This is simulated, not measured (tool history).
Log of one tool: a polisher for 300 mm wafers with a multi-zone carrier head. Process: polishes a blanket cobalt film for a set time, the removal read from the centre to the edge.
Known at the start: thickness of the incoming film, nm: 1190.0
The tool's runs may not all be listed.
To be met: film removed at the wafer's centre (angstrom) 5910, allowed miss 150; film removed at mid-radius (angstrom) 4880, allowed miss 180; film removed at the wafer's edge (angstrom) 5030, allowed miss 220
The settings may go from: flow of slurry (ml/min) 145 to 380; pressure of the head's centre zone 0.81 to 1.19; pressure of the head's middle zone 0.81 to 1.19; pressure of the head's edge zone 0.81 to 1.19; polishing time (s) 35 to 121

run,hour,flow of slurry (ml/min),pressure of the head's centre zone,pressure of the head's middle zone,pressure of the head's edge zone,polishing time (s),film removed at the wafer's centre (angstrom),film removed at mid-radius (angstrom),film removed at the wafer's edge (angstrom)
1,0,245,1,1,1,78,3866.4,3819,3771.5
2,4.6,260,1.05,1.01,1.04,82,4271.8,4058.9,4042.4
3,10.2,260,1.05,1.01,1.04,68,3494.2,3404.1,3306.9
4,12.8,260,1.05,1.01,1.04,77,4001,3826.8,3730.5
5,15.8,260,1.08,1,1.06,83,4460.3,4129.2,4049.4
6,24.1,260,1.08,1,1.02,83,4492.6,4195.1,3994.7
7,28.9,265,1.1,0.99,1.05,87,4763.6,4193,4330.4
8,34.9,310,1.19,1.08,1.07,98,5869.4,5216.1,4958.2
9,43.1,310,1.19,1.06,1.08,98,5883.1,5180,4814
10,50.2,310,1.19,1.06,1.08,98,5945.9,5195.3,4876.6

5 next moves are on the table. One of them brings every result within its allowed miss. Which?
A,57.3,285,1.19,1.13,1.01,98,?,?,?
B,57.3,300,1.16,1.07,1.01,105,?,?,?
C,57.3,255,1.15,0.95,1.04,103,?,?,?
D,57.3,305,1.18,1.15,1.02,102,?,?,?
E,57.3,295,1.11,1.09,1.12,104,?,?,?

move,film removed at the wafer's centre (angstrom),film removed at mid-radius (angstrom),film removed at the wafer's edge (angstrom)
A,5884.3,5296.6,4766.5
B,6179.1,5446.2,5132.2
C,5882.7,4743.7,5044.5
D,6121.5,5636.8,5010.6
E,5844.2,5471.4,5343.2
A: further off than the last run
B: further off than the last run
C: meets every target
D: further off than the last run
E: further off than the last run
The right move is C.

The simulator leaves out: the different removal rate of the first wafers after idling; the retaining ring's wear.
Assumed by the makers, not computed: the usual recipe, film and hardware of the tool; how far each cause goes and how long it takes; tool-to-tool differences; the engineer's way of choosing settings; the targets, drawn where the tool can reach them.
